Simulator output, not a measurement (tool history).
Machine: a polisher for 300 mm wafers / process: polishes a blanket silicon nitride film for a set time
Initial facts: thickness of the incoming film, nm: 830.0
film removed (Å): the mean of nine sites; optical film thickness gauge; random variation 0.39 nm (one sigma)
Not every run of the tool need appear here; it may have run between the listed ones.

run,hour,flow of slurry (ml/min),pressure of the wafer on the pad (psi),speed of the pad under the wafer (m/s),polishing time (s),film removed (Å)
1,0,265,3.4,0.96,22,357.08
2,5.8,265,3.5,0.96,22,367.06
3,6.3,320,3.5,0.96,22,380.69
4,9,320,4.3,0.96,22,462.68
5,9.9,325,4.4,0.96,22,468.18
6,16.3,325,4.7,0.96,22,504.38

For run 7, what comes out?
7,22.2,325,4.7,0.96,22,?

Run 7 yielded film removed (Å) 501.09.
